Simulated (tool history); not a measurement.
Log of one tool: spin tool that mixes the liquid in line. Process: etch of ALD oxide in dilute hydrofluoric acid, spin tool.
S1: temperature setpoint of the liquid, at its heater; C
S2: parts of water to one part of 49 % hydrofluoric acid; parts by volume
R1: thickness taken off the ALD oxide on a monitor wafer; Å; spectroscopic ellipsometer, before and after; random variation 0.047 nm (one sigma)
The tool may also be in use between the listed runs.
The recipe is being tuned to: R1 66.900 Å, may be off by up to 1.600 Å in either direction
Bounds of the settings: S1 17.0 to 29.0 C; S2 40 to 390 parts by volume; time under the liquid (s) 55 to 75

{"run": 1, "day": 0.0, "S1": 21.0, "S2": 215, "time under the liquid (s)": 75, "R1": 23.657}
{"run": 2, "day": 0.104, "S1": 22.5, "S2": 185, "time under the liquid (s)": 75, "R1": 29.944}
{"run": 3, "day": 0.446, "S1": 24.0, "S2": 165, "time under the liquid (s)": 75, "R1": 36.959}
{"run": 4, "day": 0.638, "S1": 24.0, "S2": 165, "time under the liquid (s)": 75, "R1": 36.858}
{"run": 5, "day": 0.825, "S1": 25.0, "S2": 150, "time under the liquid (s)": 75, "R1": 42.474}
{"run": 6, "day": 0.946, "S1": 28.0, "S2": 150, "time under the liquid (s)": 75, "R1": 47.666}
{"run": 7, "day": 1.254, "S1": 28.0, "S2": 140, "time under the liquid (s)": 75, "R1": 52.292}
{"run": 8, "day": 1.279, "S1": 28.0, "S2": 135, "time under the liquid (s)": 75, "R1": 53.985}
{"run": 9, "day": 1.367, "S1": 29.0, "S2": 100, "time under the liquid (s)": 75, "R1": 78.669}

Exercise: of the 4 proposed moves below, exactly one satisfies all targets within the stated allowed misses. Which move is it?
{"run": "A", "day": 1.454, "S1": 29.0, "S2": 110, "time under the liquid (s)": 75, "R1": "?"}
{"run": "B", "day": 1.454, "S1": 29.0, "S2": 95, "time under the liquid (s)": 65, "R1": "?"}
{"run": "C", "day": 1.454, "S1": 29.0, "S2": 95, "time under the liquid (s)": 75, "R1": "?"}
{"run": "D", "day": 1.454, "S1": 29.0, "S2": 115, "time under the liquid (s)": 75, "R1": "?"}

move=A R1=70.306
move=B R1=72.023
move=C R1=83.104
move=D R1=66.796
A: an improvement on the last run, though not all results are within tolerance
B: an improvement on the last run, though not all results are within tolerance
C: the biggest miss grows against the last run
D: every result lands within tolerance
The right move is D.
